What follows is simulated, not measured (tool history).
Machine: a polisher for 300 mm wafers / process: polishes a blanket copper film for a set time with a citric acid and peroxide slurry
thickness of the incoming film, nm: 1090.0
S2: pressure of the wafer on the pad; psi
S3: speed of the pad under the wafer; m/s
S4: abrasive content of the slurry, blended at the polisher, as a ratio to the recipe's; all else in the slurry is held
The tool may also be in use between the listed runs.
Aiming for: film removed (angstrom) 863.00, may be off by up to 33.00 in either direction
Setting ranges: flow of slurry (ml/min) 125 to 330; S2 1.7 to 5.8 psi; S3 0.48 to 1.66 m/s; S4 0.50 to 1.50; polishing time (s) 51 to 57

run 1 hour=0.0 | flow_of_slurry_(ml/min)=210 S2=3.7 S3=1.06 S4=1.00 polishing_time_(s)=57 | film_removed_(angstrom)=1467.20
run 2 hour=7.9 | flow_of_slurry_(ml/min)=210 S2=3.7 S3=1.06 S4=0.90 polishing_time_(s)=57 | film_removed_(angstrom)=1463.30
run 3 hour=10.5 | flow_of_slurry_(ml/min)=210 S2=3.3 S3=1.06 S4=0.90 polishing_time_(s)=57 | film_removed_(angstrom)=1303.10
run 4 hour=15.4 | flow_of_slurry_(ml/min)=240 S2=3.3 S3=1.06 S4=0.90 polishing_time_(s)=57 | film_removed_(angstrom)=1327.20
run 5 hour=19.5 | flow_of_slurry_(ml/min)=280 S2=3.3 S3=1.06 S4=0.90 polishing_time_(s)=57 | film_removed_(angstrom)=1341.10
run 6 hour=23.9 | flow_of_slurry_(ml/min)=280 S2=3.0 S3=1.06 S4=0.90 polishing_time_(s)=57 | film_removed_(angstrom)=1219.80
run 7 hour=29.9 | flow_of_slurry_(ml/min)=280 S2=2.7 S3=1.06 S4=0.90 polishing_time_(s)=57 | film_removed_(angstrom)=1120.20
-- hour=36.8 head pressure recalibrated
run 8 hour=36.8 | flow_of_slurry_(ml/min)=280 S2=2.5 S3=1.06 S4=0.90 polishing_time_(s)=57 | film_removed_(angstrom)=1112.40
run 9 hour=39.7 | flow_of_slurry_(ml/min)=270 S2=1.7 S3=0.94 S4=0.90 polishing_time_(s)=57 | film_removed_(angstrom)=707.87
run 10 hour=46.7 | flow_of_slurry_(ml/min)=290 S2=2.3 S3=0.94 S4=0.90 polishing_time_(s)=57 | film_removed_(angstrom)=926.90
run 11 hour=52.5 | flow_of_slurry_(ml/min)=285 S2=2.3 S3=0.94 S4=0.90 polishing_time_(s)=57 | film_removed_(angstrom)=930.34

Pick the move, out of 4, that brings all results within their allowed miss; only one does.
run A hour=58.3 | flow_of_slurry_(ml/min)=295 S2=2.4 S3=0.90 S4=0.90 polishing_time_(s)=57 | film_removed_(angstrom)=?
run B hour=58.3 | flow_of_slurry_(ml/min)=260 S2=2.2 S3=0.92 S4=0.85 polishing_time_(s)=51 | film_removed_(angstrom)=?
run C hour=58.3 | flow_of_slurry_(ml/min)=265 S2=2.3 S3=0.90 S4=1.00 polishing_time_(s)=55 | film_removed_(angstrom)=?
run D hour=58.3 | flow_of_slurry_(ml/min)=300 S2=2.3 S3=0.94 S4=1.00 polishing_time_(s)=57 | film_removed_(angstrom)=?

move=A film_removed_(angstrom)=930.48
move=B film_removed_(angstrom)=768.27
move=C film_removed_(angstrom)=868.74
move=D film_removed_(angstrom)=948.73
A: no better and no worse than the last run
B: moves the result that the last run missed by most past its target, out the other side
C: each result inside its tolerance
D: lands further from the targets than the last run did
The right move is C.

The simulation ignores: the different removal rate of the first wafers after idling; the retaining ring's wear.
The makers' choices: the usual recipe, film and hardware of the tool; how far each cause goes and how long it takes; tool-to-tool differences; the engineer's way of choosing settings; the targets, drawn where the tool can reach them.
